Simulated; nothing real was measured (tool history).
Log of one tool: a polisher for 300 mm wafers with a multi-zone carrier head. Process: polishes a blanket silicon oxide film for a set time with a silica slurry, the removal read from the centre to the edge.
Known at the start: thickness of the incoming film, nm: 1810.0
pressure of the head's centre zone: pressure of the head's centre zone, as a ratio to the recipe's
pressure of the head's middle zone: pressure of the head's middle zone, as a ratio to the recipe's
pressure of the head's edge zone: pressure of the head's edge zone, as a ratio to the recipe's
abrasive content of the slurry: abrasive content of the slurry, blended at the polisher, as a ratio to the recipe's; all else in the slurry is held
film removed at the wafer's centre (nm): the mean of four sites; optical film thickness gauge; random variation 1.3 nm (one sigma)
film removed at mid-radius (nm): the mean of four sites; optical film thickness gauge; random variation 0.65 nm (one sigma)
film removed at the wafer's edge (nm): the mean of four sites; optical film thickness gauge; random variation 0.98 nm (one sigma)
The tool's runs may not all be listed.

run  hour  flow of slurry (ml/min)  pressure of the head's centre zone  pressure of the head's middle zone  pressure of the head's edge zone  abrasive content of the slurry  polishing time (s)  film removed at the wafer's centre (nm)  film removed at mid-radius (nm)  film removed at the wafer's edge (nm)
  1     0                      230                                   1                                   1                                 1                               1                  57                                   180.97                           172.84                                  184.2
  2   2.2                      230                                   1                                   1                              1.06                               1                  57                                    181.2                           172.49                                 185.74
  3   4.9                      235                                1.01                                1.03                              1.04                             0.9                  50                                   154.03                            144.9                                 154.77
  4  12.9                      235                                1.01                                1.03                              1.04                             0.8                  50                                   144.27                           135.97                                 146.28
  5  14.1                      235                                1.01                                1.07                              1.01                            0.75                  46                                   125.43                           125.36                                  124.4
  6  22.2                      235                                1.01                                1.01                              1.01                            0.75                  46                                    122.7                           119.48                                 124.88
  7  23.5                      235                                0.99                                1.04                              0.91                             0.5                  36                                   72.829                           71.417                                 67.757
  8    30                      240                                1.01                                1.07                              0.95                             0.5                  35                                    70.94                            70.93                                 67.316

The next listed run, before its measurement:
  9  33.1                      240                                1.03                                1.09                              0.98                            0.55                  35                                        ?                                ?                                      ?

{"run 9": {"film removed at the wafer's centre (nm)": 77.09, "film removed at mid-radius (nm)": 76.726, "film removed at the wafer's edge (nm)": 74.21}}

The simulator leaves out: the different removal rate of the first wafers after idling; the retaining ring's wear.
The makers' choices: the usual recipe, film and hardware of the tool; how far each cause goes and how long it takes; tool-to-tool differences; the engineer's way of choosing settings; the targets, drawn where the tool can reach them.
